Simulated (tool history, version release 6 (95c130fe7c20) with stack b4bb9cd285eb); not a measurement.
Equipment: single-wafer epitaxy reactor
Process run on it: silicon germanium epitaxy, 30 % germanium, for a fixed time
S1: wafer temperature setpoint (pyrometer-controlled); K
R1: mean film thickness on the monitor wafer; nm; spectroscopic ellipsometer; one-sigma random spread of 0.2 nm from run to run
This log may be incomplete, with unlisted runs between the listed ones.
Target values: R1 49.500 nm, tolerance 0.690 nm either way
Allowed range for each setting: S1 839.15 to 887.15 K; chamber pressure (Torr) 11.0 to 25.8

Run 1, day 0.000: S1 863.15 K, chamber pressure (Torr) 18.4. Result: R1 46.626 nm.
Run 2, day 0.346: S1 865.15 K, chamber pressure (Torr) 18.4. Result: R1 48.551 nm.
Run 3, day 0.712: S1 859.15 K, chamber pressure (Torr) 18.4. Result: R1 42.953 nm.
Run 4, day 0.946: S1 868.15 K, chamber pressure (Torr) 18.4. Result: R1 51.828 nm.
Run 5, day 1.021: S1 867.15 K, chamber pressure (Torr) 18.4. Result: R1 50.818 nm.
Run 6, day 1.125: S1 858.15 K, chamber pressure (Torr) 18.4. Result: R1 41.616 nm.
Run 7, day 1.271: S1 859.15 K, chamber pressure (Torr) 18.4. Result: R1 42.785 nm.
Run 8, day 1.354: S1 868.15 K, chamber pressure (Torr) 18.5. Result: R1 51.908 nm.
Run 9, day 1.429: S1 867.15 K, chamber pressure (Torr) 18.5. Result: R1 51.299 nm.

5 next moves are on the table. One of them brings every result within its allowed miss. Which?
Run A, day 1.504: S1 869.15 K, chamber pressure (Torr) 17.1. Result: R1 ?.
Run B, day 1.504: S1 866.15 K, chamber pressure (Torr) 18.2. Result: R1 ?.
Run C, day 1.504: S1 864.15 K, chamber pressure (Torr) 18.9. Result: R1 ?.
Run D, day 1.504: S1 868.15 K, chamber pressure (Torr) 19.7. Result: R1 ?.
Run E, day 1.504: S1 867.15 K, chamber pressure (Torr) 18.9. Result: R1 ?.

move      R1
   A  51.285
   B  49.434
   C  48.144
   D  53.317
   E  51.301
A: no better and no worse than the last run
B: in spec on every target
C: carries the result that was furthest off beyond its target, to the other side
D: lands further from the targets than the last run did
E: no better and no worse than the last run
Correct choice: B, which meets every target

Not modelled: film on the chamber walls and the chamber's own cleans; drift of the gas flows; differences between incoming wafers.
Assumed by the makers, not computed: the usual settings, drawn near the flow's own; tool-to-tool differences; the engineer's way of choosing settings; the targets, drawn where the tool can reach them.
